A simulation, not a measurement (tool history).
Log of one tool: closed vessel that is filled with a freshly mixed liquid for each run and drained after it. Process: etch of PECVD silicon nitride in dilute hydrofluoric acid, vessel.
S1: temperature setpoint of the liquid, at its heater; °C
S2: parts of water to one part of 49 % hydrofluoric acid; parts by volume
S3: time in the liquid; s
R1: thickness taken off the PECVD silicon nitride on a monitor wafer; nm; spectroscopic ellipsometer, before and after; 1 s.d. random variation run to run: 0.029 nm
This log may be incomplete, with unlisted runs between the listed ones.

run  hour    S1   S2   S3      R1
  1     0    23  295  225  3.7214
  2     2    25  260  225  4.7585
  3   5.9    25  210  225  5.8989
  4   8.6    25  295  225  4.2132
  5  12.2  26.5  265  225  5.1321
  6  19.9  26.5  265  225  5.1276

Estimate the outcome of run 7 from the log above:
  7  27.2  27.5  245  225   ?

{"run 7": {"R1": 5.8904}}

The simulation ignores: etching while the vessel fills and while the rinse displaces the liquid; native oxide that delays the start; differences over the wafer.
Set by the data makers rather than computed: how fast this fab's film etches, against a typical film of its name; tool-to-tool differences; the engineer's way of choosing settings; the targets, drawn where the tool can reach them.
